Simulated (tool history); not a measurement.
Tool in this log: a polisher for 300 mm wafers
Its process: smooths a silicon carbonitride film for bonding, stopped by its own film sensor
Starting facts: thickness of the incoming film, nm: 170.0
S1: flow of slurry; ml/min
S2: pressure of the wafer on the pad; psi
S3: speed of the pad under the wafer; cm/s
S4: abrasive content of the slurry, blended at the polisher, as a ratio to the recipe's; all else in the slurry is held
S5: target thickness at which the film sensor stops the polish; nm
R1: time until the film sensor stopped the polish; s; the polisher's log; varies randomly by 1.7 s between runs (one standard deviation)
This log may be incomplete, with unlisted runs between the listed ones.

run,hour,S1,S2,S3,S4,S5,R1
1,0.0,315,2.7,98,1.0,135,130.95
2,1.2,315,2.4,98,1.0,135,149.85
3,9.6,315,2.4,78,1.0,135,179.10
4,17.4,255,2.4,78,1.0,135,181.74
5,18.7,255,2.4,58,1.0,135,231.80
6,27.5,255,2.4,58,1.1,135,226.80
7,32.2,255,2.4,58,1.1,135,216.91
8,37.7,255,2.8,62,1.1,135,175.20
9,45.2,255,3.1,64,1.1,135,157.05
10,49.4,255,3.3,66,1.1,135,144.43
11,54.1,255,3.5,68,1.1,135,134.34
12,62.4,255,3.6,70,1.1,135,126.99
13,68.2,255,3.7,72,1.1,135,121.01
14,70.9,255,3.7,72,1.1,135,120.57
15,79.0,255,3.8,72,1.1,135,118.40
16,87.0,255,3.9,74,1.1,135,114.06

What will run 17 give?
17,87.8,255,3.9,76,1.1,135,?

R1: 109.71 s

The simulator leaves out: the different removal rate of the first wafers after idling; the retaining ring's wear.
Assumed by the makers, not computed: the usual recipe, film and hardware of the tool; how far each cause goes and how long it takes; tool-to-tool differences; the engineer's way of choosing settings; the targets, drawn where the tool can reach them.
